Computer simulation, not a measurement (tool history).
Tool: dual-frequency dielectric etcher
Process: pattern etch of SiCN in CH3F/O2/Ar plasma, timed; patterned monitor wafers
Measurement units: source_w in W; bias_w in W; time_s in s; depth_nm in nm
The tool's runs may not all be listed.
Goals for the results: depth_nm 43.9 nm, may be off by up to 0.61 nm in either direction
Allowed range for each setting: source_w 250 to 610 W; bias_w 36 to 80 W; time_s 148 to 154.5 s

Run 1, day 0: source_w 430 W, bias_w 58 W, time_s 148 s. Result: depth_nm 49.567 nm.
Run 2, day 0.296: source_w 390 W, bias_w 57 W, time_s 148 s. Result: depth_nm 46.926 nm.
Run 3, day 0.417: source_w 460 W, bias_w 57 W, time_s 148 s. Result: depth_nm 50.804 nm.
Run 4, day 0.654: source_w 460 W, bias_w 57 W, time_s 148 s. Result: depth_nm 50.726 nm.
Run 5, day 0.758: source_w 420 W, bias_w 57 W, time_s 148 s. Result: depth_nm 48.438 nm.
Run 6, day 1.083: source_w 420 W, bias_w 65 W, time_s 148 s. Result: depth_nm 50.02 nm.
Run 7, day 1.217: source_w 380 W, bias_w 64 W, time_s 148 s. Result: depth_nm 47.455 nm.
Run 8, day 1.375: source_w 360 W, bias_w 64 W, time_s 148 s. Result: depth_nm 45.931 nm.
Run 9, day 1.692: source_w 320 W, bias_w 64 W, time_s 148 s. Result: depth_nm 43.213 nm.

Consider the 5 candidate settings below. Which is the only one whose results all fall within their allowed miss of target?
Run A, day 2.008: source_w 300 W, bias_w 65 W, time_s 154.5 s. Result: depth_nm ?.
Run B, day 2.008: source_w 290 W, bias_w 63 W, time_s 154.5 s. Result: depth_nm ?.
Run C, day 2.008: source_w 310 W, bias_w 65 W, time_s 149 s. Result: depth_nm ?.
Run D, day 2.008: source_w 330 W, bias_w 53 W, time_s 149.5 s. Result: depth_nm ?.
Run E, day 2.008: source_w 310 W, bias_w 59 W, time_s 148.5 s. Result: depth_nm ?.

move  depth_nm
   A    43.649
   B    42.481
   C    42.886
   D    42.512
   E    41.772
A: each result inside its tolerance
B: lands further from the targets than the last run did
C: lands further from the targets than the last run did
D: lands further from the targets than the last run did
E: lands further from the targets than the last run did
Move A is the one to make.
